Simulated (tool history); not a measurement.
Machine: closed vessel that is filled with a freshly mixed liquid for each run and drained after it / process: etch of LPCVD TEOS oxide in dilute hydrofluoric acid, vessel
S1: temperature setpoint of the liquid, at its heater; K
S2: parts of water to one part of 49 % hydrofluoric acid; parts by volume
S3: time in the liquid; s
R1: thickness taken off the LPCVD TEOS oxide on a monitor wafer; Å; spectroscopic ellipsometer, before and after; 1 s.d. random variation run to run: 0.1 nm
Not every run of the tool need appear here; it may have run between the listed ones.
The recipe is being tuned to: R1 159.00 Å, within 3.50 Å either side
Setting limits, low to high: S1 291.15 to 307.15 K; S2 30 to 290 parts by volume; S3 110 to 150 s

run,hour,S1,S2,S3,R1
1,0.0,299.15,160,150,206.88
2,3.5,299.15,205,150,152.50
3,8.3,297.65,205,150,144.81
4,17.1,298.15,205,150,147.72
5,22.7,298.15,205,150,147.51
6,25.9,298.15,240,150,121.34
7,26.9,299.15,240,150,126.14
8,34.3,299.65,240,150,127.74
9,43.6,300.15,240,150,128.44
10,52.0,300.65,240,150,131.69
# hour 55.2: thermometer replaced
11,55.2,301.15,240,150,128.11
12,62.5,301.65,235,150,133.02
13,70.2,302.15,235,150,135.51

Pick the move, out of 5, that brings all results within their allowed miss; only one does.
A,77.9,300.15,195,140,?
B,77.9,303.65,215,150,?
C,77.9,304.65,205,140,?
D,77.9,297.65,175,150,?
E,77.9,302.15,210,145,?

move,R1
A,149.98
B,160.83
C,164.89
D,167.15
E,152.09
A: gains on the last run, yet a result remains outside its allowed miss
B: every result lands within tolerance
C: moves the result that the last run missed by most past its target, out the other side
D: moves the result that the last run missed by most past its target, out the other side
E: gains on the last run, yet a result remains outside its allowed miss
B meets every target.

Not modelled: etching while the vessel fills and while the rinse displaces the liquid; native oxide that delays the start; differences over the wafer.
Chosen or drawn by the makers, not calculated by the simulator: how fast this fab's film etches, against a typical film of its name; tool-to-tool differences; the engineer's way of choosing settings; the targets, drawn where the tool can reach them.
